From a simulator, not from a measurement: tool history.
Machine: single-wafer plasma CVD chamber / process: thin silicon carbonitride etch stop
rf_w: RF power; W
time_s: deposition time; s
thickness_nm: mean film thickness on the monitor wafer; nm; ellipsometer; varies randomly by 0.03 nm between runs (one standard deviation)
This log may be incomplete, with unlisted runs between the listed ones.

{"run": 1, "day": 0.0, "rf_w": 170, "time_s": 26.5, "thickness_nm": 14.767}
{"run": 2, "day": 0.275, "rf_w": 170, "time_s": 30.2, "thickness_nm": 16.84}
{"run": 3, "day": 0.558, "rf_w": 170, "time_s": 28.5, "thickness_nm": 15.91}
{"run": 4, "day": 0.771, "rf_w": 170, "time_s": 25.6, "thickness_nm": 14.313}
{"run": 5, "day": 1.05, "rf_w": 160, "time_s": 25.6, "thickness_nm": 14.016}
{"run": 6, "day": 1.379, "rf_w": 155, "time_s": 25.3, "thickness_nm": 13.727}

The next listed run, before its measurement:
{"run": 7, "day": 1.467, "rf_w": 125, "time_s": 23.4, "thickness_nm": "?"}

thickness_nm: 11.854 nm
